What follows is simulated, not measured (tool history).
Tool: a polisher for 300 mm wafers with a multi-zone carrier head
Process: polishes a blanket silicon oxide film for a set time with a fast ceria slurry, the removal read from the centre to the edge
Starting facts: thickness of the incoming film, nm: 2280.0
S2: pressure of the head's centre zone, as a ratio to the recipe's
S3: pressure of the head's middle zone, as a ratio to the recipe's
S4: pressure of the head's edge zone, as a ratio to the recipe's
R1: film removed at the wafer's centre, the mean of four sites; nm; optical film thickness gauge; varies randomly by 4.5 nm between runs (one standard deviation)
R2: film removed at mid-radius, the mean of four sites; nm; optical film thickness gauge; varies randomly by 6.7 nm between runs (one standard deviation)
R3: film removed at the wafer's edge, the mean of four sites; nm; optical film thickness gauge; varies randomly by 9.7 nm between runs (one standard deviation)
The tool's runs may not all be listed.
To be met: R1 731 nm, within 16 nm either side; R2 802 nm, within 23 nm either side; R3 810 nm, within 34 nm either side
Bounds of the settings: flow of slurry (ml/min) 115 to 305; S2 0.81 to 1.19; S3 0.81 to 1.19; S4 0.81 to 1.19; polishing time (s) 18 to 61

{"run": 1, "day": 0.0, "flow of slurry (ml/min)": 195, "S2": 1, "S3": 1, "S4": 1, "polishing time (s)": 39, "R1": 866.76, "R2": 853.11, "R3": 878.89}
{"run": 2, "day": 0.15, "flow of slurry (ml/min)": 195, "S2": 1, "S3": 0.92, "S4": 1, "polishing time (s)": 39, "R1": 859.45, "R2": 803, "R3": 896.92}
{"run": 3, "day": 0.217, "flow of slurry (ml/min)": 180, "S2": 0.97, "S3": 0.94, "S4": 0.98, "polishing time (s)": 39, "R1": 830.15, "R2": 802.85, "R3": 862.42}
{"run": 4, "day": 0.433, "flow of slurry (ml/min)": 180, "S2": 0.97, "S3": 0.9, "S4": 0.98, "polishing time (s)": 39, "R1": 822.46, "R2": 776.15, "R3": 869.52}
{"run": 5, "day": 0.671, "flow of slurry (ml/min)": 140, "S2": 0.97, "S3": 0.9, "S4": 0.98, "polishing time (s)": 39, "R1": 763.87, "R2": 733.72, "R3": 842.04}
{"day": 0.779, "done": "slurry nozzle cleaned"}
{"run": 6, "day": 0.779, "flow of slurry (ml/min)": 140, "S2": 0.93, "S3": 0.9, "S4": 0.98, "polishing time (s)": 39, "R1": 823.99, "R2": 809.14, "R3": 877.8}
{"run": 7, "day": 0.917, "flow of slurry (ml/min)": 135, "S2": 0.91, "S3": 0.92, "S4": 1, "polishing time (s)": 37, "R1": 760.08, "R2": 763.37, "R3": 840.78}
{"run": 8, "day": 1.208, "flow of slurry (ml/min)": 130, "S2": 0.88, "S3": 0.93, "S4": 0.99, "polishing time (s)": 37, "R1": 714.19, "R2": 766.28, "R3": 852.32}
{"run": 9, "day": 1.383, "flow of slurry (ml/min)": 140, "S2": 0.9, "S3": 0.95, "S4": 0.97, "polishing time (s)": 37, "R1": 750.27, "R2": 787.13, "R3": 822.96}

Exercise: of the 4 proposed moves below, exactly one satisfies all targets within the stated allowed misses. Which move is it?
{"run": "A", "day": 1.558, "flow of slurry (ml/min)": 135, "S2": 0.91, "S3": 0.9, "S4": 1.01, "polishing time (s)": 36, "R1": "?", "R2": "?", "R3": "?"}
{"run": "B", "day": 1.558, "flow of slurry (ml/min)": 180, "S2": 0.94, "S3": 0.98, "S4": 0.98, "polishing time (s)": 35, "R1": "?", "R2": "?", "R3": "?"}
{"run": "C", "day": 1.558, "flow of slurry (ml/min)": 120, "S2": 0.9, "S3": 0.99, "S4": 0.92, "polishing time (s)": 37, "R1": "?", "R2": "?", "R3": "?"}
{"run": "D", "day": 1.558, "flow of slurry (ml/min)": 120, "S2": 0.95, "S3": 0.89, "S4": 0.97, "polishing time (s)": 37, "R1": "?", "R2": "?", "R3": "?"}

move=A R1=734.01 R2=734.29 R3=824.05
move=B R1=781.62 R2=797.04 R3=818.54
move=C R1=725.37 R2=786.56 R3=795.27
move=D R1=765.56 R2=730.27 R3=816.19
A: brings the result that was furthest off to its target, and leaves another outside
B: the biggest miss grows against the last run
C: every result lands within tolerance
D: the biggest miss grows against the last run
Answer: C
